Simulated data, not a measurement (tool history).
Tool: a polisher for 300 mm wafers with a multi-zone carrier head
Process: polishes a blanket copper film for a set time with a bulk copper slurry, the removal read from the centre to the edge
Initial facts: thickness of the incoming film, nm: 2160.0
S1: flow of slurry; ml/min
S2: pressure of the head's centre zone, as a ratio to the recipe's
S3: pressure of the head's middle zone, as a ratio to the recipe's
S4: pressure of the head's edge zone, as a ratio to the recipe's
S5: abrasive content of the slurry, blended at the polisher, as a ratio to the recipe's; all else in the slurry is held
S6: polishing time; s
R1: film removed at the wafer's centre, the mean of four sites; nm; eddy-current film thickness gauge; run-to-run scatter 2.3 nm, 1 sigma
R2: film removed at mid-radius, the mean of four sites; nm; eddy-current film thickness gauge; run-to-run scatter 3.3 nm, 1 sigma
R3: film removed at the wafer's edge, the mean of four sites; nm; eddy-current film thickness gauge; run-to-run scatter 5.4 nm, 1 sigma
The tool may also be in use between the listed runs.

run  hour   S1    S2    S3    S4   S5  S6      R1      R2      R3
  1     0  210     1     1     1    1  56  652.47   649.1  687.25
  2   3.8  210  0.95     1     1    1  56  633.04  645.75  669.87
  3   8.6  200  0.92  0.96  1.02  0.9  52  554.06  569.74  616.97
  4  11.3  155  0.92  0.96  1.02  0.9  52  530.76  552.03  602.78
  5  19.5  155  0.92  0.96  0.99  0.9  52  529.19  546.81  585.96
  6  23.8  125  0.92  0.96  0.99  0.9  52  504.89  533.03  565.53

Run 7, settings as shown, results not yet in. Your forecast:
  7  29.5  125  0.91  0.93   1  0.85  48   ?   ?   ?

Run 7 gave R1 457.65 nm, R2 459.48 nm, R3 513.25 nm.
